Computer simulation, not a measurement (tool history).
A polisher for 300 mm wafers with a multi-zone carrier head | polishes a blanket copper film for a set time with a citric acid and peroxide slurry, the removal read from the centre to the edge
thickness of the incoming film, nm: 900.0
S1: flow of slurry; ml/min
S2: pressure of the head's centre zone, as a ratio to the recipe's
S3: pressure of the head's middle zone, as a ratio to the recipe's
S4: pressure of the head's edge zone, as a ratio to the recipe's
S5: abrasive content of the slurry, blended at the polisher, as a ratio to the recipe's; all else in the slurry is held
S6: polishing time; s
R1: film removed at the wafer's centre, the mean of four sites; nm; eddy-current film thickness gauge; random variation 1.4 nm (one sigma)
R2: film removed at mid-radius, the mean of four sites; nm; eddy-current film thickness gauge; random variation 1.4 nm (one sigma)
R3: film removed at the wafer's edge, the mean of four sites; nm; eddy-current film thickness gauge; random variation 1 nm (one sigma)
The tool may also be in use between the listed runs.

{"run": 1, "hour": 0.0, "S1": 255, "S2": 1.0, "S3": 1.0, "S4": 1.0, "S5": 1.0, "S6": 41, "R1": 144.93, "R2": 145.51, "R3": 147.77}
{"run": 2, "hour": 5.4, "S1": 255, "S2": 1.0, "S3": 1.0, "S4": 1.0, "S5": 1.0, "S6": 49, "R1": 172.51, "R2": 172.75, "R3": 175.74}
{"run": 3, "hour": 10.3, "S1": 300, "S2": 1.0, "S3": 1.0, "S4": 1.0, "S5": 1.0, "S6": 49, "R1": 172.4, "R2": 176.7, "R3": 177.38}
{"run": 4, "hour": 17.9, "S1": 300, "S2": 0.95, "S3": 1.0, "S4": 1.0, "S5": 1.0, "S6": 49, "R1": 170.74, "R2": 177.8, "R3": 179.12}
{"run": 5, "hour": 18.8, "S1": 300, "S2": 0.95, "S3": 1.0, "S4": 1.0, "S5": 1.0, "S6": 59, "R1": 200.48, "R2": 211.92, "R3": 215.92}
{"run": 6, "hour": 21.9, "S1": 300, "S2": 0.9, "S3": 1.0, "S4": 1.0, "S5": 1.0, "S6": 59, "R1": 189.26, "R2": 212.79, "R3": 214.48}
{"run": 7, "hour": 23.2, "S1": 290, "S2": 0.89, "S3": 0.97, "S4": 0.99, "S5": 0.9, "S6": 55, "R1": 173.17, "R2": 186.27, "R3": 194.39}
{"run": 8, "hour": 31.9, "S1": 280, "S2": 0.88, "S3": 0.95, "S4": 0.99, "S5": 0.85, "S6": 51, "R1": 151.96, "R2": 170.28, "R3": 177.97}
{"run": 9, "hour": 35.2, "S1": 270, "S2": 0.89, "S3": 0.93, "S4": 0.99, "S5": 0.8, "S6": 48, "R1": 143.28, "R2": 153.84, "R3": 162.08}
{"run": 10, "hour": 43.7, "S1": 260, "S2": 0.89, "S3": 0.91, "S4": 1.0, "S5": 0.75, "S6": 46, "R1": 137.75, "R2": 142.94, "R3": 157.86}
{"run": 11, "hour": 52.1, "S1": 255, "S2": 0.89, "S3": 0.89, "S4": 0.99, "S5": 0.7, "S6": 44, "R1": 127.89, "R2": 133.65, "R3": 147.17}
{"run": 12, "hour": 53.4, "S1": 250, "S2": 0.89, "S3": 0.88, "S4": 0.99, "S5": 0.65, "S6": 42, "R1": 120.64, "R2": 120.97, "R3": 137.48}
{"run": 13, "hour": 60.8, "S1": 250, "S2": 0.89, "S3": 0.87, "S4": 0.98, "S5": 0.65, "S6": 41, "R1": 119.57, "R2": 119.71, "R3": 134.06}
{"run": 14, "hour": 63.2, "S1": 250, "S2": 0.88, "S3": 0.86, "S4": 0.98, "S5": 0.65, "S6": 40, "R1": 109.45, "R2": 115.86, "R3": 129.45}
{"run": 15, "hour": 65.7, "S1": 245, "S2": 0.88, "S3": 0.85, "S4": 0.98, "S5": 0.65, "S6": 39, "R1": 109.97, "R2": 109.75, "R3": 125.06}
{"run": 16, "hour": 73.3, "S1": 220, "S2": 0.83, "S3": 0.81, "S4": 0.93, "S5": 0.5, "S6": 37, "R1": 93.794, "R2": 93.912, "R3": 111.6}

The next listed run, before its measurement:
{"run": 17, "hour": 73.9, "S1": 220, "S2": 0.84, "S3": 0.81, "S4": 0.93, "S5": 0.5, "S6": 37, "R1": "?", "R2": "?", "R3": "?"}

Run 17 gave R1 92.804 nm, R2 93.701 nm, R3 112.90 nm.
